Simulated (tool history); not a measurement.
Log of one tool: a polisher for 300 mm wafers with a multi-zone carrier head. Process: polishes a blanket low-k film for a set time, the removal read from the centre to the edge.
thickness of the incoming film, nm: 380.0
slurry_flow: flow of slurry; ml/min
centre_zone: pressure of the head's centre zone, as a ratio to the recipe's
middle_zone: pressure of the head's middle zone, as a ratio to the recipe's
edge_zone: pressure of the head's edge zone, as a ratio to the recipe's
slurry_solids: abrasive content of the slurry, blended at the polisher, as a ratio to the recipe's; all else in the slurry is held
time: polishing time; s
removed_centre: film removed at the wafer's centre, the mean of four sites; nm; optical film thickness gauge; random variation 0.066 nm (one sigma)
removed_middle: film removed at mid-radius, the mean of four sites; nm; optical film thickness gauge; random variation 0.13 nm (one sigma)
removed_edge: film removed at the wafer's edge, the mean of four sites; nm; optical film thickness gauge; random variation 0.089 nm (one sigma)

run  hour  slurry_flow  centre_zone  middle_zone  edge_zone  slurry_solids  time  removed_centre  removed_middle  removed_edge
  1     0          170            1            1          1              1    75          15.048          15.836        16.087
  2   7.6          170            1            1       1.07              1    75          15.216          16.114        16.874
  3  10.3          160         0.97         0.98       1.05           0.95    75          14.109          15.168        16.211
  4  13.3          160         0.97         0.98       1.05           0.85    75          13.528          14.376        15.167
  5  20.6          160         0.97         0.98       1.09           0.85    75          13.457          14.005        15.434
  6  26.3          160         0.97         0.98       1.09           0.85    87          15.529          16.451        18.179
  7  27.3          110         0.87         0.89       0.99            0.6    74          8.2722          9.7026        11.022
  8  35.8          120         0.87         0.89          1            0.6    74           8.792          10.174        11.401
  9  44.1          125         0.87         0.89       1.01            0.6    74          8.8206          10.005        11.578
 10    50          130         0.87          0.9       1.01            0.6    74          9.0157          10.282        11.717
 11  53.8          135         0.87          0.9       1.01            0.6    74          9.2793          10.431        11.773

The next listed run, before its measurement:
 12  56.7          135         0.87          0.9       1.01            0.6    74               ?               ?             ?

{"run 12": {"removed_centre": 9.08, "removed_middle": 10.468, "removed_edge": 11.957}}
